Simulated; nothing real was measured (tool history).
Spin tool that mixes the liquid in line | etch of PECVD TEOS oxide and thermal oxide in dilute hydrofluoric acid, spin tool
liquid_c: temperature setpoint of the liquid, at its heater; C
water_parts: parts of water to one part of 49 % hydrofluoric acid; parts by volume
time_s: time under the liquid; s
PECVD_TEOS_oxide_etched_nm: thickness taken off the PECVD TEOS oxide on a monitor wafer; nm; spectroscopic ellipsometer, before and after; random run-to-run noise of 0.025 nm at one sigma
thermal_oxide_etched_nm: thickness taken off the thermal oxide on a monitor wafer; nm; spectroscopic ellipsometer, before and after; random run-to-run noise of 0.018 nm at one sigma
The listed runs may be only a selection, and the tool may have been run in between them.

run 1 hour=0 | liquid_c=26 water_parts=135 time_s=180 | PECVD_TEOS_oxide_etched_nm=13.06 thermal_oxide_etched_nm=5.672
run 2 hour=8.3 | liquid_c=24 water_parts=160 time_s=180 | PECVD_TEOS_oxide_etched_nm=9.9428 thermal_oxide_etched_nm=4.32
run 3 hour=12.6 | liquid_c=24 water_parts=115 time_s=180 | PECVD_TEOS_oxide_etched_nm=14.767 thermal_oxide_etched_nm=6.2968
run 4 hour=13.4 | liquid_c=22.5 water_parts=150 time_s=180 | PECVD_TEOS_oxide_etched_nm=10.065 thermal_oxide_etched_nm=4.4438
run 5 hour=17 | liquid_c=22.5 water_parts=170 time_s=180 | PECVD_TEOS_oxide_etched_nm=8.7217 thermal_oxide_etched_nm=3.8348
run 6 hour=18.5 | liquid_c=21.5 water_parts=190 time_s=180 | PECVD_TEOS_oxide_etched_nm=7.4587 thermal_oxide_etched_nm=3.159
run 7 hour=20.3 | liquid_c=21 water_parts=205 time_s=175 | PECVD_TEOS_oxide_etched_nm=6.4645 thermal_oxide_etched_nm=2.7675

Estimate the outcome of run 8 from the log above:
run 8 hour=23.1 | liquid_c=18 water_parts=245 time_s=165 | PECVD_TEOS_oxide_etched_nm=? thermal_oxide_etched_nm=?

PECVD_TEOS_oxide_etched_nm: 4.3477 nm
thermal_oxide_etched_nm: 1.8426 nm
